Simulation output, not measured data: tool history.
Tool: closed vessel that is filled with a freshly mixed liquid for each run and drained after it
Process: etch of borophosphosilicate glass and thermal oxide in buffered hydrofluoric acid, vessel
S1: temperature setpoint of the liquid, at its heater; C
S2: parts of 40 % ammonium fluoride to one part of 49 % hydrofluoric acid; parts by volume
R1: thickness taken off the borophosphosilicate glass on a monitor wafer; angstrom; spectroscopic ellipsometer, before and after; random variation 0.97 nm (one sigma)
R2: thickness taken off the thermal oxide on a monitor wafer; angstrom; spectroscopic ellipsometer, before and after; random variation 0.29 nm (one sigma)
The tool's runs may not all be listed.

Run 1, hour 0.0: S1 20.0 C, S2 8 parts by volume, time in the liquid (s) 60. Result: R1 751.08 angstrom, R2 693.31 angstrom.
Run 2, hour 8.2: S1 21.5 C, S2 8 parts by volume, time in the liquid (s) 60. Result: R1 820.16 angstrom, R2 752.94 angstrom.
Run 3, hour 17.1: S1 21.5 C, S2 8 parts by volume, time in the liquid (s) 50. Result: R1 691.78 angstrom, R2 632.14 angstrom.
Run 4, hour 21.2: S1 23.5 C, S2 8 parts by volume, time in the liquid (s) 50. Result: R1 761.99 angstrom, R2 703.89 angstrom.
Run 5, hour 27.1: S1 23.5 C, S2 8 parts by volume, time in the liquid (s) 60. Result: R1 910.62 angstrom, R2 845.03 angstrom.
Run 6, hour 34.8: S1 24.0 C, S2 8 parts by volume, time in the liquid (s) 60. Result: R1 947.61 angstrom, R2 871.86 angstrom.

The next listed run, before its measurement:
Run 7, hour 35.9: S1 24.5 C, S2 8 parts by volume, time in the liquid (s) 60. Result: R1 ?, R2 ?.

Run 7 gave R1 960.56 angstrom, R2 892.51 angstrom.
